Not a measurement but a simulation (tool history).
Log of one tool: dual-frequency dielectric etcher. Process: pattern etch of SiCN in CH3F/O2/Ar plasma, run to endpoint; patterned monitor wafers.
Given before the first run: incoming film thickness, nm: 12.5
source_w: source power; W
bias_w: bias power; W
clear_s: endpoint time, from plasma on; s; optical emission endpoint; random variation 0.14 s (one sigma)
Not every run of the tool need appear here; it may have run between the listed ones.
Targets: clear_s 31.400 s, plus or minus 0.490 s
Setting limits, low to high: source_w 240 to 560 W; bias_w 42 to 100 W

run	hour	source_w	bias_w	clear_s
1	0.0	400	71	34.201
2	1.1	350	71	35.133
3	8.5	300	71	37.199
4	14.4	340	71	35.678
5	16.3	360	71	35.019
6	21.0	330	71	36.056
7	27.0	350	71	35.588
8	34.7	370	71	35.225

Which of these 4 next moves meets every target?
A	42.4	400	92	?
B	42.4	290	66	?
C	42.4	460	90	?
D	42.4	360	85	?

move	clear_s
A	31.171
B	37.857
C	30.225
D	32.939
A: each result inside its tolerance
B: its largest miss is bigger than the last run's
C: takes the result that was furthest off past its target
D: nearer the targets than the last run, but a result is still out of spec
A is the move that brings every result within its allowed miss.
